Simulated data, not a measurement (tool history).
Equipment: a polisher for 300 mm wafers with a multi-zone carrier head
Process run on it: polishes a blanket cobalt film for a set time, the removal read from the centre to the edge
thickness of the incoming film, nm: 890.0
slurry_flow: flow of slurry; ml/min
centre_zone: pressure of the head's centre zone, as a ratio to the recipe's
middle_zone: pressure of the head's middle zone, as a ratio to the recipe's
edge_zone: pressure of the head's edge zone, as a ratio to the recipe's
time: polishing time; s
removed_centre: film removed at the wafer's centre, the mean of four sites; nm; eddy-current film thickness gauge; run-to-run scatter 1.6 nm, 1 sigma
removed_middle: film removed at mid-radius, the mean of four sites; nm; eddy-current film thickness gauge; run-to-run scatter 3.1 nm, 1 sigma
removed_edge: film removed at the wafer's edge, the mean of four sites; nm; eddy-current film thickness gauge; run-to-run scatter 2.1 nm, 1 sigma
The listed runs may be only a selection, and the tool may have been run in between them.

| run | hour | slurry_flow | centre_zone | middle_zone | edge_zone | time | removed_centre | removed_middle | removed_edge |
|---|---|---|---|---|---|---|---|---|---|
| 1 | 0 | 315 | 1 | 1 | 1 | 39 | 158.54 | 154.47 | 154.49 |
| 2 | 7.9 | 325 | 1.05 | 1.05 | 1 | 41 | 179.19 | 170.83 | 160.91 |
| 3 | 10 | 335 | 1.07 | 1.09 | 1.01 | 43 | 190.24 | 183.23 | 169.64 |
| 4 | 12.2 | 335 | 1.13 | 1.09 | 1.01 | 43 | 202.34 | 188.24 | 170.97 |
| 5 | 13.7 | 335 | 1.13 | 1.14 | 1.01 | 43 | 201.5 | 197.68 | 169.26 |
| 6 | 19.2 | 340 | 1.15 | 1.15 | 1.02 | 44 | 212.04 | 202.36 | 176.16 |
| 7 | 23.7 | 345 | 1.16 | 1.16 | 1.02 | 45 | 219.33 | 209.8 | 176.81 |
| 8 | 26.8 | 345 | 1.16 | 1.17 | 1.03 | 46 | 223.47 | 213.24 | 183.16 |
| 9 | 33.6 | 345 | 1.16 | 1.18 | 1.03 | 47 | 227.48 | 219.15 | 185.41 |

Run 10 is up next; what results do you expect?
| 10 | 39.8 | 345 | 1.16 | 1.18 | 1.03 | 47 | ? | ? | ? |

Run 10 came out at removed_centre 228.42 nm, removed_middle 219.75 nm, removed_edge 189.63 nm.
